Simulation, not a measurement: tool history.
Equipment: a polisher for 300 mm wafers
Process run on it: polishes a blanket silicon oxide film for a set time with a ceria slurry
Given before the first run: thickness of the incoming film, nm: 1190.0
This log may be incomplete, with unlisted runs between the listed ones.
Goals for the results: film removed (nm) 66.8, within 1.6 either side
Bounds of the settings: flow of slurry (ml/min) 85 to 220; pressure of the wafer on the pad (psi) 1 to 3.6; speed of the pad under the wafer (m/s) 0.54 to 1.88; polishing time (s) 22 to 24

run,hour,flow of slurry (ml/min),pressure of the wafer on the pad (psi),speed of the pad under the wafer (m/s),polishing time (s),film removed (nm)
1,0,140,2.3,1.2,24,90.819
2,2.7,140,2.3,1.2,24,90.414
3,4.6,130,2.1,1.2,24,82.545
4,13,125,2,1.2,24,77.805
5,15.1,120,1.9,1.2,24,73.923
6,22.7,120,1.9,1.2,24,72.969
7,30.7,115,1.9,1.2,24,73.381
8,31.3,110,1.9,1.2,24,73.287
9,40.2,110,1.8,1.2,24,69.283
10,46.5,105,1.8,1.2,24,69.2
11,49.5,100,1.8,1.2,24,68.804

Pick the move, out of 4, that brings all results within their allowed miss; only one does.
A,52.5,95,1.8,1.24,24,?
B,52.5,85,1.8,1.3,24,?
C,52.5,95,2.2,1,24,?
D,52.5,95,1.6,1.32,24,?

move,film removed (nm)
A,69.508
B,71.347
C,69.512
D,65.797
A: misses by more than the last run did
B: misses by more than the last run did
C: misses by more than the last run did
D: hits every target within its allowed miss
Correct choice: D, which meets every target
